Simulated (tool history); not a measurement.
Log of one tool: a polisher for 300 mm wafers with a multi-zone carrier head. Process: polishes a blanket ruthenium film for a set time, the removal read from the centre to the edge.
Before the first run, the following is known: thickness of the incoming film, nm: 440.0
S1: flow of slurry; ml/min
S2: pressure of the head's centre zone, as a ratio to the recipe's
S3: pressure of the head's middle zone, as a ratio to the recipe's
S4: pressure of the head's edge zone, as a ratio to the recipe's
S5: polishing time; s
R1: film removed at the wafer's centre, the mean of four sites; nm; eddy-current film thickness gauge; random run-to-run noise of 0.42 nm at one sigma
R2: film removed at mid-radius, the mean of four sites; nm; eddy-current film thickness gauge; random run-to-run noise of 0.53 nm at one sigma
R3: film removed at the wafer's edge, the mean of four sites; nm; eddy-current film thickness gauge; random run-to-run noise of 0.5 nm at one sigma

run,day,S1,S2,S3,S4,S5,R1,R2,R3
1,0.000,280,1.00,1.00,1.00,51,55.114,58.167,56.653
2,0.121,280,1.00,1.00,1.00,59,64.131,68.691,64.571
3,0.479,280,1.00,0.94,1.00,59,62.979,64.561,65.042
4,0.508,280,1.00,0.94,1.00,48,51.839,51.868,53.062
5,0.754,275,0.96,0.97,0.97,44,44.987,49.597,48.978
6,0.988,275,0.96,0.97,0.97,53,55.633,58.825,59.092
7,1.112,275,0.95,1.01,0.98,46,48.157,53.195,51.052
8,1.425,270,0.92,1.04,0.97,42,41.651,48.680,46.313
9,1.688,270,0.90,1.07,0.96,39,37.552,47.285,41.301
10,1.967,270,0.89,1.07,0.95,38,37.098,46.339,40.883

Estimate the outcome of run 11 from the log above:
11,2.088,270,0.87,1.07,0.94,37,?,?,?

{"run 11": {"R1": 34.721, "R2": 45.836, "R3": 39.245}}
